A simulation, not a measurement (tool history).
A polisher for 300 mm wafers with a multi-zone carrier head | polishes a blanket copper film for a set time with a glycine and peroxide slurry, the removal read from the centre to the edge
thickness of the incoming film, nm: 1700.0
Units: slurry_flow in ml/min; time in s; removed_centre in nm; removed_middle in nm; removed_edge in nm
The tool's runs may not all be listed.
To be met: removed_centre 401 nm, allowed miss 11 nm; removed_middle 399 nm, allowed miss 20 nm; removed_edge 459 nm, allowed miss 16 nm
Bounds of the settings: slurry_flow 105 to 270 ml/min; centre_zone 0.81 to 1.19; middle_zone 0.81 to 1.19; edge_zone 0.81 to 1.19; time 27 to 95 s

run    day  slurry_flow  centre_zone  middle_zone  edge_zone  time  removed_centre  removed_middle  removed_edge
  1      0          175            1            1          1    61          266.55          261.62        276.23
  2  0.196          175            1         1.04          1    61           264.3          267.78         271.6
  3    0.3          180         0.99         1.03       1.04    67          291.51          299.84        301.24
  4  0.558          175         0.97         0.99       1.06    73          309.45          320.77        328.34
  5  0.625          175         1.04         0.99       1.06    73          325.77          316.97        336.22
  6  0.883          170         1.03         0.96       1.09    78          350.91          330.93        359.52
  7  1.233          175         0.99         0.93       1.11    82          349.11          346.41        382.21
  8  1.358          185         0.99         0.92       1.13    84          359.02          361.07        395.02
  9  1.688          180         0.99         0.91       1.14    86          372.12          362.96        402.03
 10  1.971          185         0.98         0.89       1.15    88          379.61          372.61        421.24
 11  2.121          190         0.98         0.88       1.16    89          382.46          362.68        425.19
 12  2.204          190         0.98         0.88       1.16    89          379.68          367.09        426.59
 13  2.333          195         0.98         0.88       1.17    90           390.5          370.44        442.76
 14  2.646          195         0.98          0.9       1.17    90          391.25          378.02        435.94
 15  2.975          195         0.97          0.9       1.17    91          391.29          380.69        447.69
     3.208  -- worn pad replaced by a new one
 16  3.208          195         0.97         0.91       1.17    91          417.64           417.1        468.98

5 next moves are on the table. One of them brings every result within its allowed miss. Which?
  A  3.442          145         0.89         0.89       1.18    93               ?               ?             ?
  B  3.442          160         0.96         0.92       1.17    91               ?               ?             ?
  C  3.442          200         1.06         0.97       1.13    86               ?               ?             ?
  D  3.442          225         0.91         0.87       1.19    91               ?               ?             ?
  E  3.442          155         0.91         1.04        1.1    93               ?               ?             ?

move  removed_centre  removed_middle  removed_edge
   A          377.59          400.36        467.51
   B          407.45          405.68        461.96
   C          443.41          408.21        441.85
   D          409.48          416.09        483.73
   E          392.13          439.16        458.06
A: takes the result that was furthest off past its target
B: meets every target
C: further off than the last run
D: brings the result that was furthest off to its target, and leaves another outside
E: brings the result that was furthest off to its target, and leaves another outside
Answer: B
